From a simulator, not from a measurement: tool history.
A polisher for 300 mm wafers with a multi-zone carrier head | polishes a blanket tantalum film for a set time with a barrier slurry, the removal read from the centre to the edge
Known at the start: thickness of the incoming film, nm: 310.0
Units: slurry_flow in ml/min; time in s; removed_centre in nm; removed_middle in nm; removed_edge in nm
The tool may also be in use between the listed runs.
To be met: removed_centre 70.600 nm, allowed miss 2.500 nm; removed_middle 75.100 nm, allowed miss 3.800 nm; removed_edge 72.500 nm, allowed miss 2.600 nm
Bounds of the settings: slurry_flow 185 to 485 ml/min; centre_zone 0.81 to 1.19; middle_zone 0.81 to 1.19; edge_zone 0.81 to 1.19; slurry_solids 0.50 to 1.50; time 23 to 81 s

| run | hour | slurry_flow | centre_zone | middle_zone | edge_zone | slurry_solids | time | removed_centre | removed_middle | removed_edge |
|---|---|---|---|---|---|---|---|---|---|---|
| 1 | 0.0 | 310 | 1.00 | 1.00 | 1.00 | 1.00 | 52 | 48.590 | 48.441 | 50.932 |
| 2 | 6.5 | 315 | 1.01 | 1.03 | 1.02 | 1.10 | 54 | 52.502 | 55.575 | 53.043 |
| 3 | 15.3 | 315 | 1.01 | 1.03 | 1.10 | 1.10 | 54 | 53.079 | 53.405 | 55.891 |
| 4 | 23.7 | 315 | 1.01 | 1.03 | 1.10 | 1.10 | 62 | 59.282 | 62.427 | 63.889 |
| 5 | 30.6 | 315 | 1.02 | 1.03 | 1.11 | 1.15 | 63 | 63.247 | 65.337 | 65.190 |
| 6 | 33.5 | 315 | 1.02 | 1.03 | 1.12 | 1.20 | 64 | 63.798 | 65.602 | 66.702 |
| 7 | 41.9 | 320 | 1.02 | 1.04 | 1.13 | 1.25 | 65 | 67.410 | 67.012 | 70.239 |
| 8 | 45.5 | 320 | 1.02 | 1.06 | 1.13 | 1.25 | 65 | 66.534 | 70.005 | 69.352 |
| 9 | 51.1 | 325 | 1.02 | 1.07 | 1.14 | 1.25 | 65 | 65.331 | 70.468 | 69.357 |
|  | 55.8 | worn pad replaced by a new one |
| 10 | 55.8 | 330 | 1.07 | 1.10 | 1.16 | 1.40 | 65 | 75.428 | 76.565 | 77.895 |

5 next moves are on the table. One of them brings every result within its allowed miss. Which?
| A | 60.5 | 445 | 0.98 | 1.19 | 0.99 | 1.10 | 69 | ? | ? | ? |
| B | 60.5 | 345 | 1.05 | 1.10 | 1.10 | 1.25 | 64 | ? | ? | ? |
| C | 60.5 | 295 | 1.10 | 1.07 | 1.15 | 1.35 | 67 | ? | ? | ? |
| D | 60.5 | 390 | 1.09 | 1.18 | 1.01 | 1.15 | 62 | ? | ? | ? |
| E | 60.5 | 355 | 1.07 | 1.13 | 1.12 | 1.20 | 59 | ? | ? | ? |

| move | removed_centre | removed_middle | removed_edge |
|---|---|---|---|
| A | 70.565 | 84.814 | 71.047 |
| B | 70.691 | 74.206 | 70.455 |
| C | 77.716 | 76.115 | 75.964 |
| D | 70.590 | 75.691 | 64.659 |
| E | 66.027 | 69.555 | 65.078 |
A: brings the result that was furthest off to its target, and leaves another outside
B: meets every target
C: further off than the last run
D: takes the result that was furthest off past its target
E: takes the result that was furthest off past its target
The right move is B.
